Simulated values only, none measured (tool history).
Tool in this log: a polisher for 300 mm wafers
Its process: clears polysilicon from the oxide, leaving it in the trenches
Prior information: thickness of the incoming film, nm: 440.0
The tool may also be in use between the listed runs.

run,day,flow of slurry (ml/min),pressure of the wafer on the pad (kPa),speed of the pad under the wafer (cm/s),overpolish time after the end point (s),time until the end point was called (s),dishing of a wide line in a test structure (nm)
1,0.000,300,17.9,112,13,25.579,64.683
2,0.133,300,17.9,90,13,30.414,64.400
3,0.396,300,17.9,90,9,30.753,55.053
4,0.675,300,18.6,90,9,30.270,58.405
5,0.779,300,21.4,90,9,25.913,60.254
6,1.108,300,22.1,90,9,25.314,60.392
7,1.329,300,22.8,90,9,25.121,60.211

What will run 8 give?
8,1.567,300,23.4,90,9,?,?

time until the end point was called (s): 24.083
dishing of a wide line in a test structure (nm): 58.675
